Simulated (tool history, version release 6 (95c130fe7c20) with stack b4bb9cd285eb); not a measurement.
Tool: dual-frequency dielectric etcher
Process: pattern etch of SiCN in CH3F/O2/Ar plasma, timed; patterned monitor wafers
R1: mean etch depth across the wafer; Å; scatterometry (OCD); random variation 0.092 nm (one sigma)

run 1 day=0.000 | source_power_(kW)=0.450 bias_power_(kW)=0.072 etch_time_(s)=62 | R1=232.21
run 2 day=0.125 | source_power_(kW)=0.430 bias_power_(kW)=0.071 etch_time_(s)=62 | R1=226.01
run 3 day=0.154 | source_power_(kW)=0.410 bias_power_(kW)=0.070 etch_time_(s)=62 | R1=219.70
run 4 day=0.308 | source_power_(kW)=0.410 bias_power_(kW)=0.070 etch_time_(s)=62 | R1=221.14
run 5 day=0.442 | source_power_(kW)=0.390 bias_power_(kW)=0.069 etch_time_(s)=62 | R1=216.40
run 6 day=0.667 | source_power_(kW)=0.380 bias_power_(kW)=0.068 etch_time_(s)=62 | R1=211.87

Forecast run 7:
run 7 day=0.908 | source_power_(kW)=0.370 bias_power_(kW)=0.068 etch_time_(s)=62 | R1=?

R1: 209.80 Å
